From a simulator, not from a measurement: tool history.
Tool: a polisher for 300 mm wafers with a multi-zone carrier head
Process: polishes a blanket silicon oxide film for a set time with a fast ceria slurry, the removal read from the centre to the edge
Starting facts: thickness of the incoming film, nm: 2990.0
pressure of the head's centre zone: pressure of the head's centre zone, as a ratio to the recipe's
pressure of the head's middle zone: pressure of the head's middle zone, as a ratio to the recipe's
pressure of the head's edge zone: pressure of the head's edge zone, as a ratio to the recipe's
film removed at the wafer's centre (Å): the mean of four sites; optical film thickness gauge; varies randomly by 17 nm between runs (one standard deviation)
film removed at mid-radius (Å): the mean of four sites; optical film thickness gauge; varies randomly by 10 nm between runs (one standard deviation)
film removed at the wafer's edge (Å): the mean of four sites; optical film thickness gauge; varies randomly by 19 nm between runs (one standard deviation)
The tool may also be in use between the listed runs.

| run | hour | flow of slurry (ml/min) | pressure of the head's centre zone | pressure of the head's middle zone | pressure of the head's edge zone | polishing time (s) | film removed at the wafer's centre (Å) | film removed at mid-radius (Å) | film removed at the wafer's edge (Å) |
|---|---|---|---|---|---|---|---|---|---|
| 1 | 0.0 | 305 | 1.00 | 1.00 | 1.00 | 61 | 12072 | 12077 | 12208 |
| 2 | 4.8 | 310 | 1.01 | 1.03 | 1.03 | 63 | 12585 | 12850 | 13133 |
| 3 | 11.3 | 310 | 1.06 | 1.03 | 1.03 | 63 | 12974 | 12878 | 12593 |
| 4 | 17.3 | 320 | 1.06 | 1.05 | 1.05 | 64 | 13073 | 13314 | 13141 |
| 5 | 22.6 | 290 | 1.06 | 1.05 | 1.05 | 64 | 13240 | 13160 | 12642 |
| 6 | 24.6 | 310 | 1.07 | 1.07 | 1.06 | 65 | 13551 | 13746 | 13302 |

Forecast run 7:
| 7 | 32.6 | 325 | 1.08 | 1.09 | 1.07 | 65 | ? | ? | ? |

film removed at the wafer's centre (Å): 13754
film removed at mid-radius (Å): 13877
film removed at the wafer's edge (Å): 13451
